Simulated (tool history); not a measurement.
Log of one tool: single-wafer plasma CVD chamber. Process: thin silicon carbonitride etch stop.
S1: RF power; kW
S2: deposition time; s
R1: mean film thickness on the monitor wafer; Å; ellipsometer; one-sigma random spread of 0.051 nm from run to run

run	hour	S1	S2	R1
1	0.0	0.250	20.8	128.65
2	2.5	0.285	20.8	132.84
3	5.1	0.320	20.8	138.02
4	12.9	0.295	20.1	129.58
5	21.7	0.275	19.7	123.45
6	26.8	0.255	19.5	121.45
7	34.2	0.240	19.2	116.73

Run 8, settings as shown, results not yet in. Your forecast:
8	40.0	0.240	19.2	?

{"run 8": {"R1": 116.38}}
